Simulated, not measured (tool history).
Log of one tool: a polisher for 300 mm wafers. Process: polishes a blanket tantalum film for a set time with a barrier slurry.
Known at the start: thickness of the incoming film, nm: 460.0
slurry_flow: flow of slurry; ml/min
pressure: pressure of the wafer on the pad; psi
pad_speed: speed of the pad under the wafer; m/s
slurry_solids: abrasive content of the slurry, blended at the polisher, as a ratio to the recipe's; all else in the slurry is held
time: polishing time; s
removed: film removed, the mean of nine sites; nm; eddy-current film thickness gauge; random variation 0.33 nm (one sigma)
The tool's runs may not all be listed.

run  hour  slurry_flow  pressure  pad_speed  slurry_solids  time  removed
  1     0          135       2.2       1.06              1    37    62.65
  2   1.6          130         2       1.06              1    37   58.216
  3   3.1          110         2       1.06              1    37   56.558
  4   4.8          110       1.8       1.06              1    37   52.953
  5  11.3          110       1.7       1.06              1    37   51.925
  6  13.8          110       1.7       1.06           0.85    37   49.225

The next listed run, before its measurement:
  7  22.7          110       1.6       1.06           0.85    37        ?

Run 7 gave removed 47.789 nm.

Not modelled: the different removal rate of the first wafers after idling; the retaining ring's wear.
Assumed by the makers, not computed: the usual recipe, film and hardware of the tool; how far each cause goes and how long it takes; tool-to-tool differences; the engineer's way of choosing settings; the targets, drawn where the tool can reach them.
